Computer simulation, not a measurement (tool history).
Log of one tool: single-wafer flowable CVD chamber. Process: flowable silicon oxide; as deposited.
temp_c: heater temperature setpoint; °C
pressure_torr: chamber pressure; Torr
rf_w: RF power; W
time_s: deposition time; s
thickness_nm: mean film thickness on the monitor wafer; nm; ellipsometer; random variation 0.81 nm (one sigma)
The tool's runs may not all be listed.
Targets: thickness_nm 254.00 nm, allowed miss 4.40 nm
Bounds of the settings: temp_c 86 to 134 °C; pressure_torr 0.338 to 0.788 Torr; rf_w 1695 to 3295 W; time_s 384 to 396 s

| run | hour | temp_c | pressure_torr | rf_w | time_s | thickness_nm |
|---|---|---|---|---|---|---|
| 1 | 0.0 | 110 | 0.563 | 2495 | 384 | 106.16 |
| 2 | 1.9 | 110 | 0.563 | 2495 | 396 | 109.35 |
| 3 | 4.8 | 102 | 0.573 | 2495 | 396 | 150.84 |
| 4 | 8.4 | 102 | 0.573 | 2295 | 396 | 148.86 |
| 5 | 10.3 | 97 | 0.573 | 2295 | 396 | 179.94 |
| 6 | 15.7 | 97 | 0.573 | 2295 | 384 | 173.73 |
| 7 | 24.1 | 94 | 0.573 | 2295 | 384 | 194.90 |
| 8 | 27.3 | 92 | 0.573 | 2295 | 384 | 210.73 |

Which of these 4 next moves meets every target?
| A | 30.5 | 90 | 0.627 | 2195 | 396 | ? |
| B | 30.5 | 87 | 0.606 | 2530 | 384 | ? |
| C | 30.5 | 89 | 0.599 | 2000 | 396 | ? |
| D | 30.5 | 90 | 0.581 | 2615 | 396 | ? |

| move | thickness_nm |
|---|---|
| A | 252.72 |
| B | 267.29 |
| C | 246.01 |
| D | 239.80 |
A: meets every target
B: takes the result that was furthest off past its target
C: nearer than the last run, and not there yet
D: nearer than the last run, and not there yet
The right move is A.
